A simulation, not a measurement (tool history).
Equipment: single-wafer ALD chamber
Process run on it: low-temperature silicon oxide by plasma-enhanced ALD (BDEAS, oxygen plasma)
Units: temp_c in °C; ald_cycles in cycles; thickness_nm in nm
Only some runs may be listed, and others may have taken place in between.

| run | hour | temp_c | ald_cycles | thickness_nm |
|---|---|---|---|---|
| 1 | 0.0 | 110 | 50 | 6.6097 |
| 2 | 7.7 | 101 | 50 | 6.7216 |
| 3 | 16.3 | 105 | 49 | 6.5228 |
| 4 | 20.7 | 108 | 48 | 6.3558 |
| 5 | 27.2 | 108 | 42 | 5.5810 |
| 6 | 33.9 | 98 | 42 | 5.7025 |

Run 7 is up next; what results do you expect?
| 7 | 41.3 | 92 | 45 | ? |

thickness_nm: 6.2097 nm
